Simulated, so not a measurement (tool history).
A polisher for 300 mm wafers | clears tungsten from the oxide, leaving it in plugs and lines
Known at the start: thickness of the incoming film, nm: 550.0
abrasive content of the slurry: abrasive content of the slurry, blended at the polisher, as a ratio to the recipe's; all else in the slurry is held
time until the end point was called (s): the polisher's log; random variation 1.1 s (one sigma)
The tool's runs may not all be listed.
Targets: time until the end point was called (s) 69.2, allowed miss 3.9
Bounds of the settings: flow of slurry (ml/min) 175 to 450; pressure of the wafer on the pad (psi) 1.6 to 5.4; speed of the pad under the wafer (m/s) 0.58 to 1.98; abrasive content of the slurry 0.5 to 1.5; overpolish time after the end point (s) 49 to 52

| run | day | flow of slurry (ml/min) | pressure of the wafer on the pad (psi) | speed of the pad under the wafer (m/s) | abrasive content of the slurry | overpolish time after the end point (s) | time until the end point was called (s) |
|---|---|---|---|---|---|---|---|
| 1 | 0 | 290 | 3.5 | 1.28 | 1 | 49 | 107.54 |
| 2 | 0.162 | 350 | 3.5 | 1.28 | 1 | 49 | 104.93 |
| 3 | 0.329 | 350 | 3.6 | 1.28 | 1 | 49 | 101.55 |
| 4 | 0.571 | 350 | 3.7 | 1.28 | 1 | 49 | 100.15 |
| 5 | 0.925 | 405 | 3.7 | 1.28 | 1 | 49 | 97.841 |
| 6 | 1.004 | 405 | 3.7 | 1.28 | 0.8 | 49 | 100.35 |
| 7 | 1.221 | 405 | 3.8 | 1.28 | 0.8 | 49 | 98.156 |
| 8 | 1.375 | 405 | 4.8 | 1.34 | 0.8 | 49 | 80.178 |
| 9 | 1.579 | 405 | 4.9 | 1.34 | 0.8 | 49 | 78.046 |

4 next moves are on the table. One of them brings every result within its allowed miss. Which?
| A | 1.783 | 380 | 5.1 | 1 | 0.95 | 52 | ? |
| B | 1.783 | 405 | 4 | 1.36 | 0.95 | 49 | ? |
| C | 1.783 | 375 | 4.9 | 1.1 | 0.8 | 49 | ? |
| D | 1.783 | 415 | 4.9 | 1.58 | 0.8 | 49 | ? |

| move | time until the end point was called (s) |
|---|---|
| A | 86.543 |
| B | 89.257 |
| C | 88.083 |
| D | 70.188 |
A: further off than the last run
B: further off than the last run
C: further off than the last run
D: meets every target
Move D is the one to make.
